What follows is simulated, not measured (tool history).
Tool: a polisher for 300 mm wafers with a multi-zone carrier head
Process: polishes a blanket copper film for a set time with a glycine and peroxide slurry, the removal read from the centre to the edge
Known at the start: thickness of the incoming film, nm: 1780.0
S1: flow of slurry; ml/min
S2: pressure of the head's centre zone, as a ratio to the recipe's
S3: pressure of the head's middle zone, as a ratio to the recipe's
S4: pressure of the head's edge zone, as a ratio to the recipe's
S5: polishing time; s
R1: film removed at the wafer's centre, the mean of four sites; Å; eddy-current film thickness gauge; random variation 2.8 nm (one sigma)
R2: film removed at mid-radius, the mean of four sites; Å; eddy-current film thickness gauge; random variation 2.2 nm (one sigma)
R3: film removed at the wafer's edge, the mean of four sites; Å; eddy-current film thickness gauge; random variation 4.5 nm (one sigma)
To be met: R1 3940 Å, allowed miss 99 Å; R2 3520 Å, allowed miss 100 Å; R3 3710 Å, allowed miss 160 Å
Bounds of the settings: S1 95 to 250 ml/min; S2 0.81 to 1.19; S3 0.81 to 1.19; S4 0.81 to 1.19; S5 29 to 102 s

Run 1, hour 0: S1 160 ml/min, S2 1, S3 1, S4 1, S5 65 s. Result: R1 3160.4 Å, R2 3146.1 Å, R3 3159.9 Å.
Run 2, hour 5: S1 160 ml/min, S2 1, S3 0.93, S4 1, S5 65 s. Result: R1 3142.4 Å, R2 2937.1 Å, R3 3251.6 Å.
Run 3, hour 12.7: S1 170 ml/min, S2 1.01, S3 0.94, S4 1.01, S5 65 s. Result: R1 3167.4 Å, R2 3008.9 Å, R3 3188.4 Å.
Run 4, hour 16.4: S1 170 ml/min, S2 1.01, S3 0.94, S4 0.94, S5 65 s. Result: R1 3197.1 Å, R2 2973.9 Å, R3 3151.3 Å.
Run 5, hour 18.4: S1 170 ml/min, S2 1.02, S3 0.94, S4 0.96, S5 66 s. Result: R1 3292.5 Å, R2 3045.8 Å, R3 3265.8 Å.
Run 6, hour 26.4: S1 170 ml/min, S2 0.97, S3 0.94, S4 0.96, S5 66 s. Result: R1 3134.5 Å, R2 3004.7 Å, R3 3162.1 Å.
Run 7, hour 27.3: S1 175 ml/min, S2 0.99, S3 0.95, S4 0.97, S5 66 s. Result: R1 3197 Å, R2 3101 Å, R3 3203.4 Å.
Run 8, hour 29.8: S1 220 ml/min, S2 1.09, S3 0.93, S4 1.07, S5 69 s. Result: R1 3809.9 Å, R2 3233.5 Å, R3 3502.8 Å.

5 next moves are on the table. One of them brings every result within its allowed miss. Which?
Run A, hour 32.3: S1 250 ml/min, S2 1.08, S3 0.92, S4 1.05, S5 71 s. Result: R1 ?, R2 ?, R3 ?.
Run B, hour 32.3: S1 250 ml/min, S2 1.14, S3 0.97, S4 1.01, S5 67 s. Result: R1 ?, R2 ?, R3 ?.
Run C, hour 32.3: S1 240 ml/min, S2 1.19, S3 1.01, S4 0.98, S5 67 s. Result: R1 ?, R2 ?, R3 ?.
Run D, hour 32.3: S1 250 ml/min, S2 1.18, S3 0.95, S4 0.96, S5 68 s. Result: R1 ?, R2 ?, R3 ?.
Run E, hour 32.3: S1 185 ml/min, S2 1.09, S3 0.99, S4 1.05, S5 73 s. Result: R1 ?, R2 ?, R3 ?.

move      R1      R2      R3
   A  3950.7  3364.2  3707.1
   B  3938.1  3317.5    3430
   C    4094  3417.3  3368.1
   D  4137.5  3308.3  3398.4
   E  3952.9  3557.8  3715.5
A: nearer than the last run, and not there yet
B: nearer than the last run, and not there yet
C: nearer than the last run, and not there yet
D: nearer than the last run, and not there yet
E: meets every target
The right move is E.
